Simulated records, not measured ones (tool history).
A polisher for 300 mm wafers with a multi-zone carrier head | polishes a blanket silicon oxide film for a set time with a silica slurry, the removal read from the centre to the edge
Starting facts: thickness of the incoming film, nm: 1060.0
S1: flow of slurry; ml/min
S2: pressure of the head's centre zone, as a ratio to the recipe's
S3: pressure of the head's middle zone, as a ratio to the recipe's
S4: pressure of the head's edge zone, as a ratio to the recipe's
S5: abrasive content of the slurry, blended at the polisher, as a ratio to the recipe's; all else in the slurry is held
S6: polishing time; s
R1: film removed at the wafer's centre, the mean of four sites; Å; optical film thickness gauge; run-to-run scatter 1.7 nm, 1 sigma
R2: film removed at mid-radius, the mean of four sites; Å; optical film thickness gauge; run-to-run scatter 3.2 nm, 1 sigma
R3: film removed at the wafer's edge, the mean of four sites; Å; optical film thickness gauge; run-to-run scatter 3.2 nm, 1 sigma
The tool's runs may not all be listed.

run	hour	S1	S2	S3	S4	S5	S6	R1	R2	R3
1	0.0	215	1.00	1.00	1.00	1.00	76	3804.0	3953.7	4079.0
2	5.6	215	0.98	1.02	0.95	0.85	73	3385.7	3576.6	3517.3
3	8.8	215	0.98	1.02	0.95	0.85	58	2654.9	2836.8	2725.3
4	14.7	205	0.97	1.04	0.94	0.85	58	2592.7	2852.3	2737.6
5	19.0	205	1.05	1.04	0.94	0.85	58	2777.8	2891.8	2752.0
6	27.1	195	1.03	1.06	0.93	0.85	58	2742.9	2914.9	2718.8

Run 7, settings as shown, results not yet in. Your forecast:
# hour 28.8: edge zone pressure recalibrated
7	28.8	185	1.01	1.07	0.92	0.85	58	?	?	?

R1: 2633.3 Å
R2: 2859.4 Å
R3: 2596.0 Å
